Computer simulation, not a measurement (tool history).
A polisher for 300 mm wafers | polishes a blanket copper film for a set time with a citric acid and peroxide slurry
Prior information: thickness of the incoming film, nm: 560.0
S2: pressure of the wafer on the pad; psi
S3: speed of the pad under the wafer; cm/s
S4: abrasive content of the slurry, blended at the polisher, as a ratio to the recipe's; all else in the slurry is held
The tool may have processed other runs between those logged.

{"run": 1, "hour": 0.0, "flow of slurry (ml/min)": 155, "S2": 3.2, "S3": 126, "S4": 1, "polishing time (s)": 48, "film removed (Å)": 1734.3}
{"run": 2, "hour": 5.4, "flow of slurry (ml/min)": 155, "S2": 3.2, "S3": 102, "S4": 1, "polishing time (s)": 48, "film removed (Å)": 1503.6}
{"run": 3, "hour": 13.8, "flow of slurry (ml/min)": 170, "S2": 3.2, "S3": 102, "S4": 1, "polishing time (s)": 48, "film removed (Å)": 1530.4}
{"run": 4, "hour": 17.3, "flow of slurry (ml/min)": 175, "S2": 3.4, "S3": 102, "S4": 1, "polishing time (s)": 48, "film removed (Å)": 1659}
{"run": 5, "hour": 24.6, "flow of slurry (ml/min)": 175, "S2": 3.4, "S3": 82, "S4": 1, "polishing time (s)": 48, "film removed (Å)": 1379.5}
{"run": 6, "hour": 33.5, "flow of slurry (ml/min)": 180, "S2": 3.6, "S3": 82, "S4": 1, "polishing time (s)": 48, "film removed (Å)": 1421.7}

For run 7, what comes out?
{"run": 7, "hour": 41.8, "flow of slurry (ml/min)": 180, "S2": 3.8, "S3": 84, "S4": 1, "polishing time (s)": 48, "film removed (Å)": "?"}

{"run 7": {"film removed (Å)": 1559.3}}
